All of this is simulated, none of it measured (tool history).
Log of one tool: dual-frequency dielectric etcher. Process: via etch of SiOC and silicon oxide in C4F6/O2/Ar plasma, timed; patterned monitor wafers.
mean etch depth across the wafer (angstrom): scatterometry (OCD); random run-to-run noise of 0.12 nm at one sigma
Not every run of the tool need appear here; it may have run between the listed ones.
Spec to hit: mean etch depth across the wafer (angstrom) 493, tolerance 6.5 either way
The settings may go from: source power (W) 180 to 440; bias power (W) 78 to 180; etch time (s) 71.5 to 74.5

| run | hour | source power (W) | bias power (W) | etch time (s) | mean etch depth across the wafer (angstrom) |
|---|---|---|---|---|---|
| 1 | 0 | 310 | 129 | 71.5 | 611.74 |
| 2 | 3.3 | 360 | 129 | 71.5 | 669.08 |
| 3 | 9.3 | 310 | 128 | 71.5 | 609.41 |
| 4 | 11.6 | 310 | 149 | 71.5 | 636.45 |
| 5 | 18 | 310 | 149 | 71.5 | 634.49 |
| 6 | 21.4 | 360 | 149 | 71.5 | 697.46 |
| 7 | 30.2 | 310 | 145 | 71.5 | 630.34 |
| 8 | 33.3 | 310 | 145 | 71.5 | 631.58 |
| 9 | 37.5 | 250 | 119 | 71.5 | 516.08 |
| 10 | 41.7 | 220 | 118 | 71.5 | 467.91 |
| 11 | 44.9 | 230 | 118 | 71.5 | 484.36 |
| 12 | 49.3 | 240 | 118 | 71.5 | 498.34 |

Exactly one of the 5 candidate moves below puts every result within its allowed miss. Which one?
| A | 53.7 | 210 | 143 | 74.5 | ? |
| B | 53.7 | 240 | 120 | 72 | ? |
| C | 53.7 | 230 | 122 | 74 | ? |
| D | 53.7 | 240 | 122 | 71.5 | ? |
| E | 53.7 | 240 | 119 | 73 | ? |

| move | mean etch depth across the wafer (angstrom) |
|---|---|
| A | 497.49 |
| B | 507.88 |
| C | 507.55 |
| D | 506.8 |
| E | 513.68 |
A: all results in spec
B: lands further from the targets than the last run did
C: lands further from the targets than the last run did
D: lands further from the targets than the last run did
E: lands further from the targets than the last run did
Answer: A
